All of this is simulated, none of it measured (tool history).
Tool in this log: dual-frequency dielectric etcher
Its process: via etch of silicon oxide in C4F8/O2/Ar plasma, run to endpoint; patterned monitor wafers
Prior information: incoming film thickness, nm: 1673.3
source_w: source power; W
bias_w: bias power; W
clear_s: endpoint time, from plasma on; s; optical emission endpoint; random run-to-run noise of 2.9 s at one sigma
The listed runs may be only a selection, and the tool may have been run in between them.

run 1 hour=0 | source_w=2490 bias_w=1976 | clear_s=302.26
run 2 hour=8.2 | source_w=2310 bias_w=1908 | clear_s=314.31
run 3 hour=9 | source_w=2160 bias_w=1859 | clear_s=324.55
run 4 hour=15.6 | source_w=2050 bias_w=1824 | clear_s=327.79
run 5 hour=22.5 | source_w=2380 bias_w=1824 | clear_s=319.57
run 6 hour=23.9 | source_w=2650 bias_w=1824 | clear_s=304.05
run 7 hour=31.4 | source_w=2460 bias_w=1755 | clear_s=312.34
run 8 hour=34.6 | source_w=2280 bias_w=1693 | clear_s=325.31

Run 9 is up next; what results do you expect?
run 9 hour=36.5 | source_w=2160 bias_w=1647 | clear_s=?

clear_s: 335.51 s
